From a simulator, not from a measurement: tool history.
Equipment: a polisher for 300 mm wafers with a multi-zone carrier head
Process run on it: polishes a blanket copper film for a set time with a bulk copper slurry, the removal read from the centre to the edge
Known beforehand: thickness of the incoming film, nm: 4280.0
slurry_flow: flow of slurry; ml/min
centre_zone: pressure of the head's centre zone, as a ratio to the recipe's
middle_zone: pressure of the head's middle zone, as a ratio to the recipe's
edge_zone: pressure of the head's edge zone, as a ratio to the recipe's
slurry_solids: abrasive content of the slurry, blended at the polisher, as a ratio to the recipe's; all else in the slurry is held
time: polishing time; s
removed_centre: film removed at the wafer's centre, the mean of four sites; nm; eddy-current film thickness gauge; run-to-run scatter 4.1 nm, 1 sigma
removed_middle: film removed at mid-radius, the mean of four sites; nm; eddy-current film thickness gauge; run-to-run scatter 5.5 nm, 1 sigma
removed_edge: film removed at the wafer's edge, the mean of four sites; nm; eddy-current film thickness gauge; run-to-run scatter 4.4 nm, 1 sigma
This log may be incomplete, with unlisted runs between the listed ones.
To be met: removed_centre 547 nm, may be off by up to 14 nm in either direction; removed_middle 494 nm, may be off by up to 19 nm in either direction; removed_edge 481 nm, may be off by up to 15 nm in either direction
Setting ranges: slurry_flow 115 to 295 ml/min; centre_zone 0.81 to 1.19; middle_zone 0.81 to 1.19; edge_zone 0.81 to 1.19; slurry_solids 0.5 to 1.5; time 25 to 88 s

run,day,slurry_flow,centre_zone,middle_zone,edge_zone,slurry_solids,time,removed_centre,removed_middle,removed_edge
1,0,190,1,1,1,1,56,423.76,387.82,389.9
2,0.162,190,1,1,1.05,1,56,418.51,379.64,404.95
3,0.362,210,1.04,1.06,1.08,1.1,56,452.98,420.71,422.1
4,0.721,225,1.07,1.08,1.11,1.15,56,481.34,429.48,442.22
5,1.071,240,1.09,1.11,1.12,1.2,56,501.37,447.63,451.27
6,1.404,240,1.09,1.11,1.08,1.2,56,496.7,450.82,439.33
7,1.725,250,1.1,1.13,1.1,1.25,56,514.03,465.68,454.27
8,2.088,260,1.11,1.14,1.11,1.25,56,525.64,464.31,460.54
9,2.388,265,1.11,1.15,1.12,1.3,56,530.03,476.39,462.23
10,2.558,270,1.11,1.16,1.13,1.3,56,517.56,486.74,462.72
11,2.642,270,1.12,1.16,1.14,1.3,56,533,485.53,461.98

Which single option among these 5 for the next run brings every result within its allowed miss of target? Just one does.
A,2.725,285,1,1.1,1.13,1.3,59,?,?,?
B,2.725,265,1.03,1.09,1.19,1.35,58,?,?,?
C,2.725,250,1.04,1.18,1.13,1.5,57,?,?,?
D,2.725,290,1.11,1.18,1.19,1.25,56,?,?,?
E,2.725,295,1.14,1.19,1.19,1.15,58,?,?,?

move,removed_centre,removed_middle,removed_edge
A,504.93,494.82,490.8
B,511.79,483.97,497.27
C,518.13,514.35,486.01
D,528.13,490.02,473.73
E,551,500.66,480.83
A: meets the target for the result that was furthest off, but another lies outside its allowed miss
B: carries the result that was furthest off beyond its target, to the other side
C: meets the target for the result that was furthest off, but another lies outside its allowed miss
D: meets the target for the result that was furthest off, but another lies outside its allowed miss
E: in spec on every target
Go with E: it meets all targets.
